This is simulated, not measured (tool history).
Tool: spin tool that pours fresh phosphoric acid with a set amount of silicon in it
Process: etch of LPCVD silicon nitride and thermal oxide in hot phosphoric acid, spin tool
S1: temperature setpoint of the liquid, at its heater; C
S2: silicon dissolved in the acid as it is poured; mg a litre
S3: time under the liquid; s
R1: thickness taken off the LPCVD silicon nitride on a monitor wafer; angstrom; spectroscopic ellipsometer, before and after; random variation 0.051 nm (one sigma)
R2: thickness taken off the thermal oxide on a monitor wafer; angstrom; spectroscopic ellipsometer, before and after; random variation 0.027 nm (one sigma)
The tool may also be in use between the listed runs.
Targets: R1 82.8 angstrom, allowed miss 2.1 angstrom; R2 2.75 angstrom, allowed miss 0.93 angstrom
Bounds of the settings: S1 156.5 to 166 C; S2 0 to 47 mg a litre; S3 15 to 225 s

run  hour     S1    S2   S3      R1       R2
  1     0    161  20.5  115  104.32   2.2279
  2   1.2  160.5  16.5  110   99.37   2.1131
  3   4.9  160.5  16.5   75  66.641   1.3115
  4  10.7  160.5  16.5   40  35.427  0.87638
  5  11.4    161  13.5   50   44.85   1.2181
  6  13.8    161    12   60  54.905   1.3751
  7  21.2  163.5     0   80  78.638   2.9683
  8  27.8  163.5   1.5   80  78.725   2.9266
  9  36.4  163.5   2.5   80  78.806   2.8339
 10  40.4  163.5   3.5   80  78.183   3.3462
 11  41.8  163.5     3   80  78.726   2.6644
 12  44.1  163.5   3.5   80  79.857   2.3826
 13  45.9  163.5     3   80   78.82   2.7652
 14  47.6  163.5   3.5   80    78.8   2.4979
 15  56.6  163.5     3   80  78.226   2.4729
 16  60.7  163.5   2.5   80  79.395   2.7783
 17  62.3  163.5     3   80  78.848   2.8995
 18  64.6  163.5   4.5   80  78.762   2.5757
 19    68    164   4.5   80  79.339    3.135
 20    69    164   3.5   80  80.161   3.3189
 21  71.5    164     3   80  79.818   2.1374
 22  78.3    164   2.5   80  80.232   3.2354

4 next moves are on the table. One of them brings every result within its allowed miss. Which?
  A  85.1    165     2  75   ?   ?
  B  85.1  165.5  21.5  75   ?   ?
  C  85.1  165.5    12  75   ?   ?
  D  85.1    165    14  80   ?   ?

move      R1      R2
   A  78.157  2.5752
   B  79.449  1.6876
   C  79.449  2.1662
   D  83.368  2.1249
A: further off than the last run
B: further off than the last run
C: further off than the last run
D: meets every target
Answer: D
